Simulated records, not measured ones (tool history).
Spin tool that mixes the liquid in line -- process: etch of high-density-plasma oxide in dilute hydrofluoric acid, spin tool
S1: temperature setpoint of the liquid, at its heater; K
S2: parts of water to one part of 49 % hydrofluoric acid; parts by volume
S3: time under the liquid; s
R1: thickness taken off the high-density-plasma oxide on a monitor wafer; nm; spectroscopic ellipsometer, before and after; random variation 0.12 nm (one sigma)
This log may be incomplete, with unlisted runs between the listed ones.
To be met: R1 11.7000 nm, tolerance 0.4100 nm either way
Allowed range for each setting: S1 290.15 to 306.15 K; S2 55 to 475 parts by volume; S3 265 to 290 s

run	hour	S1	S2	S3	R1
1	0.0	298.15	265	265	6.6314
2	5.7	298.15	310	265	5.4400
3	13.7	298.15	310	265	5.4917
4	19.0	298.15	310	290	5.8942
5	22.9	299.65	295	290	6.6699
6	25.7	299.65	295	265	6.1524
7	32.7	300.65	280	265	6.8111
8	38.6	300.65	280	265	6.7218
9	39.5	301.65	265	265	7.5186
10	43.3	302.15	255	265	8.1148
11	50.9	302.65	245	265	8.6419
12	52.7	303.15	240	265	9.0772
13	58.1	303.65	235	265	9.5830
14	66.4	304.15	230	265	9.8718
15	71.8	304.65	225	265	10.3100
16	77.8	304.65	220	265	10.5070
17	83.4	304.65	220	265	10.6960

5 candidate next runs follow, results not yet known. Just one meets every target within its allowed miss. Identify it.
A	89.0	304.15	230	290	?
B	89.0	301.65	220	270	?
C	89.0	304.15	215	290	?
D	89.0	297.15	155	275	?
E	89.0	305.65	240	265	?

move	R1
A	10.8170
B	9.7857
C	11.7860
D	12.9420
E	9.8326
A: an improvement on the last run, though not all results are within tolerance
B: its largest miss is bigger than the last run's
C: each result inside its tolerance
D: carries the result that was furthest off beyond its target, to the other side
E: its largest miss is bigger than the last run's
Go with C: it meets all targets.
